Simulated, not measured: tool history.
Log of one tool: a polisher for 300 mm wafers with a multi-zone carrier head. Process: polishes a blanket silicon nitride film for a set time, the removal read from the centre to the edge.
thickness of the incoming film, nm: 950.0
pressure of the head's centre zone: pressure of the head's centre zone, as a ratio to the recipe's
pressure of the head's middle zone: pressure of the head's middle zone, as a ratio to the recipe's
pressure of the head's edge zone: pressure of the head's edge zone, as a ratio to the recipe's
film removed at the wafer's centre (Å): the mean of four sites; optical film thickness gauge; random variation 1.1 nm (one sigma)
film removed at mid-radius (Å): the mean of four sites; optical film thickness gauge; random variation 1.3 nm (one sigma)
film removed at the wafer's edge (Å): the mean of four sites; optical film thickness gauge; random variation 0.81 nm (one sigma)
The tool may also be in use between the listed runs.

run	hour	flow of slurry (ml/min)	pressure of the head's centre zone	pressure of the head's middle zone	pressure of the head's edge zone	polishing time (s)	film removed at the wafer's centre (Å)	film removed at mid-radius (Å)	film removed at the wafer's edge (Å)
1	0.0	190	1.00	1.00	1.00	61	921.91	929.96	947.04
2	8.3	200	1.03	1.01	1.02	63	987.67	978.76	986.89
3	14.6	235	1.03	1.01	1.02	63	1011.70	982.54	1017.30
4	15.3	235	1.03	1.01	1.02	76	1235.80	1186.30	1222.40
5	19.5	275	1.03	1.01	1.02	76	1234.70	1221.50	1224.50
6	20.4	295	1.03	1.01	1.02	76	1251.10	1230.90	1238.40
7	23.1	295	1.05	1.01	1.02	76	1263.20	1216.40	1242.00
8	26.2	295	1.07	1.02	1.02	76	1295.60	1239.70	1249.80
9	33.9	295	1.09	1.02	1.02	76	1313.60	1225.60	1240.50
10	35.9	295	1.09	1.02	1.02	76	1319.10	1248.90	1245.70
11	37.5	295	1.10	1.02	1.02	76	1308.80	1239.20	1236.30
12	40.0	295	1.11	1.01	1.02	76	1332.80	1242.10	1231.50
13	44.1	295	1.12	1.00	1.03	76	1336.00	1208.30	1244.80

Run 14 comes next. What will it give?
14	48.6	295	1.13	1.00	1.03	76	?	?	?

{"run 14": {"film removed at the wafer's centre (Å)": 1346.8, "film removed at mid-radius (Å)": 1199.9, "film removed at the wafer's edge (Å)": 1249.6}}
